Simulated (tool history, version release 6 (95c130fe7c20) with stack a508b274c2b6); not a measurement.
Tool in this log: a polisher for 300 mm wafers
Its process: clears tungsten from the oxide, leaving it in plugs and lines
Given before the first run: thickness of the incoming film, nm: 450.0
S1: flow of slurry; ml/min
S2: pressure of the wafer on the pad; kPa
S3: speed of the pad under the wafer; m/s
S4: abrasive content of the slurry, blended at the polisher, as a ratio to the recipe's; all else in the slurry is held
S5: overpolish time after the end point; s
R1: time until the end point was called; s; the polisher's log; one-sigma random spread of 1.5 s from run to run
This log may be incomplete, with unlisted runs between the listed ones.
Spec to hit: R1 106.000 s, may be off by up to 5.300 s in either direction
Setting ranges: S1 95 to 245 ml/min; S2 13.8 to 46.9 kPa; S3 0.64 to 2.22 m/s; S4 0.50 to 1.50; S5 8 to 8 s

run,hour,S1,S2,S3,S4,S5,R1
1,0.0,155,30.3,1.42,1.00,8,68.266
2,1.8,155,26.9,1.40,1.00,8,79.113
3,8.9,155,24.8,1.40,1.00,8,83.451
4,10.4,155,24.8,1.40,1.00,8,81.937
5,12.9,155,28.3,1.40,1.00,8,73.241
6,20.9,155,25.5,1.38,1.00,8,82.903
7,28.8,155,23.4,1.38,1.00,8,88.328
8,35.7,155,22.1,1.38,1.00,8,94.083
9,40.6,155,21.4,1.38,1.00,8,97.819

Of the 4 settings listed for the next run, only one would bring every result within its allowed miss of target. Which one?
A,45.5,235,21.4,1.48,0.70,8,?
B,45.5,145,20.0,1.38,0.95,8,?
C,45.5,170,21.4,1.44,0.95,8,?
D,45.5,150,22.8,1.46,1.00,8,?

move,R1
A,93.065
B,109.240
C,95.559
D,90.052
A: misses by more than the last run did
B: in spec on every target
C: misses by more than the last run did
D: misses by more than the last run did
Move B is the one to make.
